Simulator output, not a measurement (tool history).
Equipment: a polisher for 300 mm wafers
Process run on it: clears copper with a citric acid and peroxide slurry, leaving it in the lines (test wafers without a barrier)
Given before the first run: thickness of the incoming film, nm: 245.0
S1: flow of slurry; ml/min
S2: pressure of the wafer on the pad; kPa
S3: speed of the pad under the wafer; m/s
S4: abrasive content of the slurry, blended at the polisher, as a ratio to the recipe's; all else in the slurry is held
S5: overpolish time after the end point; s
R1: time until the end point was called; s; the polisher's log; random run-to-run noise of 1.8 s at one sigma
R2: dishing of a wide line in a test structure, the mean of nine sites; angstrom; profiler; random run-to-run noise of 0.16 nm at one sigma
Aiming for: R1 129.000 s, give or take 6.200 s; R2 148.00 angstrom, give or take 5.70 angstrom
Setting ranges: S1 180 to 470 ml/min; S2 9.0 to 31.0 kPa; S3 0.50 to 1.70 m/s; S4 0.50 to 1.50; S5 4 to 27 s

run 1 hour=0.0 | S1=300 S2=20.0 S3=1.10 S4=1.00 S5=14 | R1=90.123 R2=230.50
run 2 hour=0.8 | S1=375 S2=20.0 S3=1.10 S4=1.00 S5=14 | R1=87.483 R2=242.53
run 3 hour=6.0 | S1=370 S2=17.9 S3=1.10 S4=1.00 S5=13 | R1=94.180 R2=209.36
run 4 hour=12.2 | S1=370 S2=20.7 S3=1.10 S4=1.00 S5=13 | R1=86.946 R2=225.93
run 5 hour=14.2 | S1=370 S2=20.7 S3=1.10 S4=1.15 S5=13 | R1=83.828 R2=229.71
run 6 hour=21.0 | S1=370 S2=20.7 S3=1.10 S4=1.25 S5=13 | R1=84.635 R2=236.09
run 7 hour=28.3 | S1=365 S2=17.9 S3=1.10 S4=1.25 S5=13 | R1=90.872 R2=215.97
run 8 hour=33.9 | S1=365 S2=15.9 S3=1.08 S4=1.25 S5=13 | R1=101.690 R2=196.53
run 9 hour=38.8 | S1=365 S2=14.5 S3=1.08 S4=1.25 S5=13 | R1=106.710 R2=186.71
run 10 hour=43.9 | S1=365 S2=13.1 S3=1.08 S4=1.25 S5=13 | R1=113.120 R2=175.53
run 11 hour=49.2 | S1=365 S2=12.4 S3=1.08 S4=1.25 S5=13 | R1=118.720 R2=173.13
run 12 hour=53.0 | S1=365 S2=11.7 S3=1.08 S4=1.25 S5=13 | R1=121.410 R2=166.25

Which of these 5 next moves meets every target?
run A hour=56.8 | S1=355 S2=9.0 S3=1.12 S4=1.10 S5=14 | R1=? R2=?
run B hour=56.8 | S1=300 S2=9.0 S3=1.18 S4=1.25 S5=12 | R1=? R2=?
run C hour=56.8 | S1=445 S2=17.9 S3=0.88 S4=1.10 S5=12 | R1=? R2=?
run D hour=56.8 | S1=410 S2=10.3 S3=0.98 S4=1.25 S5=13 | R1=? R2=?
run E hour=56.8 | S1=385 S2=11.0 S3=1.18 S4=1.25 S5=12 | R1=? R2=?

move=A R1=135.410 R2=159.59
move=B R1=127.280 R2=146.70
move=C R1=114.830 R2=163.26
move=D R1=138.720 R2=146.30
move=E R1=112.790 R2=164.39
A: nearer than the last run, and not there yet
B: each result inside its tolerance
C: nearer than the last run, and not there yet
D: corrects the largest miss of the last run, while another result sits out of spec
E: nearer than the last run, and not there yet
Answer: B

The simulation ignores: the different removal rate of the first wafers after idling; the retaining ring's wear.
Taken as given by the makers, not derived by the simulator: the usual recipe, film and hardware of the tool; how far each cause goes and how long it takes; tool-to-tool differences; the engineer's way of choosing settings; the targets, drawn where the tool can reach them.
